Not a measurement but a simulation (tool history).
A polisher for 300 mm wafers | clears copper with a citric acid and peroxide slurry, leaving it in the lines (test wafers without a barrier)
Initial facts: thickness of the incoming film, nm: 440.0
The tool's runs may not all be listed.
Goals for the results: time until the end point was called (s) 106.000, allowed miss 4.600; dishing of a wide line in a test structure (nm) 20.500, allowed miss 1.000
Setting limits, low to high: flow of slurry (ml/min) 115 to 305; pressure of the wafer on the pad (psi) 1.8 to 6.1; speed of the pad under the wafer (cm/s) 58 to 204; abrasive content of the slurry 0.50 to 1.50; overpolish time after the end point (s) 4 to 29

| run | hour | flow of slurry (ml/min) | pressure of the wafer on the pad (psi) | speed of the pad under the wafer (cm/s) | abrasive content of the slurry | overpolish time after the end point (s) | time until the end point was called (s) | dishing of a wide line in a test structure (nm) |
|---|---|---|---|---|---|---|---|---|
| 1 | 0.0 | 195 | 3.9 | 130 | 1.00 | 15 | 108.520 | 39.256 |
| 2 | 5.6 | 155 | 3.9 | 130 | 1.00 | 15 | 113.210 | 36.789 |
| 3 | 12.0 | 135 | 3.9 | 130 | 1.00 | 15 | 116.920 | 36.350 |
| 4 | 15.9 | 135 | 3.9 | 162 | 1.00 | 15 | 95.494 | 44.368 |
| 5 | 17.6 | 155 | 3.9 | 162 | 1.00 | 15 | 89.458 | 45.608 |
| 6 | 25.7 | 175 | 3.7 | 162 | 1.00 | 13 | 92.314 | 40.359 |
| 7 | 34.4 | 180 | 3.5 | 160 | 1.05 | 11 | 96.422 | 33.455 |
| 8 | 37.5 | 185 | 3.4 | 160 | 1.10 | 10 | 95.827 | 29.469 |
| 9 | 40.5 | 180 | 3.3 | 160 | 1.15 | 10 | 98.186 | 29.167 |
| 10 | 44.9 | 180 | 3.2 | 160 | 1.20 | 9 | 101.670 | 27.011 |
| 11 | 48.2 | 180 | 3.1 | 160 | 1.20 | 8 | 103.550 | 23.566 |
| 12 | 51.7 | 175 | 3.1 | 160 | 1.20 | 8 | 103.600 | 23.808 |
| 13 | 54.1 | 170 | 3.1 | 160 | 1.20 | 8 | 101.670 | 23.324 |
| 14 | 57.6 | 165 | 3.1 | 160 | 1.20 | 8 | 101.640 | 23.305 |
| 15 | 58.4 | 160 | 3.1 | 160 | 1.20 | 8 | 104.640 | 22.946 |

5 next moves are on the table. One of them brings every result within its allowed miss. Which?
| A | 59.2 | 155 | 3.4 | 152 | 1.20 | 9 | ? | ? |
| B | 59.2 | 175 | 2.8 | 178 | 1.10 | 9 | ? | ? |
| C | 59.2 | 200 | 2.3 | 190 | 1.25 | 7 | ? | ? |
| D | 59.2 | 180 | 3.8 | 144 | 1.25 | 7 | ? | ? |
| E | 59.2 | 195 | 2.4 | 166 | 1.25 | 9 | ? | ? |

| move | time until the end point was called (s) | dishing of a wide line in a test structure (nm) |
|---|---|---|
| A | 104.870 | 26.202 |
| B | 104.850 | 26.009 |
| C | 108.360 | 20.082 |
| D | 97.319 | 22.469 |
| E | 120.160 | 22.945 |
A: misses by more than the last run did
B: misses by more than the last run did
C: every result lands within tolerance
D: better than the last run, though not everything is in spec
E: misses by more than the last run did
The move that meets every target is C.
